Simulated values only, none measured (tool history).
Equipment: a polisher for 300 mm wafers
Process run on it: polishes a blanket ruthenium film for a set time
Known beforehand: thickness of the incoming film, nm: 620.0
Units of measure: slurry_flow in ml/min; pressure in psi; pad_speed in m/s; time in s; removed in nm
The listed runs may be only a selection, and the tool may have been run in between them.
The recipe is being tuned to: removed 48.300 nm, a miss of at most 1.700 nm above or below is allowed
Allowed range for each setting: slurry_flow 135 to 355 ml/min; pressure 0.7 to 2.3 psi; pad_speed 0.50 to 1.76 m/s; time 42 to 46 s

run 1 hour=0.0 | slurry_flow=225 pressure=1.5 pad_speed=1.12 time=46 | removed=37.804
run 2 hour=8.2 | slurry_flow=225 pressure=1.6 pad_speed=1.12 time=46 | removed=39.855
run 3 hour=11.1 | slurry_flow=225 pressure=1.7 pad_speed=1.12 time=46 | removed=42.836
run 4 hour=13.1 | slurry_flow=225 pressure=1.5 pad_speed=1.12 time=46 | removed=37.855
run 5 hour=17.8 | slurry_flow=225 pressure=1.5 pad_speed=0.92 time=46 | removed=32.517
run 6 hour=22.2 | slurry_flow=225 pressure=1.6 pad_speed=0.92 time=46 | removed=34.687
run 7 hour=27.1 | slurry_flow=225 pressure=1.7 pad_speed=0.92 time=46 | removed=36.602
run 8 hour=35.2 | slurry_flow=225 pressure=1.8 pad_speed=0.92 time=46 | removed=38.865
run 9 hour=42.0 | slurry_flow=225 pressure=1.9 pad_speed=0.92 time=46 | removed=41.076
run 10 hour=45.8 | slurry_flow=225 pressure=2.0 pad_speed=0.92 time=46 | removed=42.692
run 11 hour=51.1 | slurry_flow=230 pressure=2.1 pad_speed=0.92 time=46 | removed=45.188

Below are 4 possible settings for the next run. Only one of them brings all results inside the allowed miss of their targets. Which is it?
run A hour=56.4 | slurry_flow=235 pressure=2.3 pad_speed=1.02 time=42 | removed=?
run B hour=56.4 | slurry_flow=210 pressure=2.3 pad_speed=1.14 time=43 | removed=?
run C hour=56.4 | slurry_flow=280 pressure=2.0 pad_speed=0.94 time=46 | removed=?
run D hour=56.4 | slurry_flow=205 pressure=2.0 pad_speed=1.20 time=46 | removed=?

move=A removed=48.753
move=B removed=53.555
move=C removed=44.662
move=D removed=51.814
A: meets every target
B: the result that was furthest off in the last run now lies on the other side of its target
C: moves away from the targets compared with the last run
D: the result that was furthest off in the last run now lies on the other side of its target
The right move is A.

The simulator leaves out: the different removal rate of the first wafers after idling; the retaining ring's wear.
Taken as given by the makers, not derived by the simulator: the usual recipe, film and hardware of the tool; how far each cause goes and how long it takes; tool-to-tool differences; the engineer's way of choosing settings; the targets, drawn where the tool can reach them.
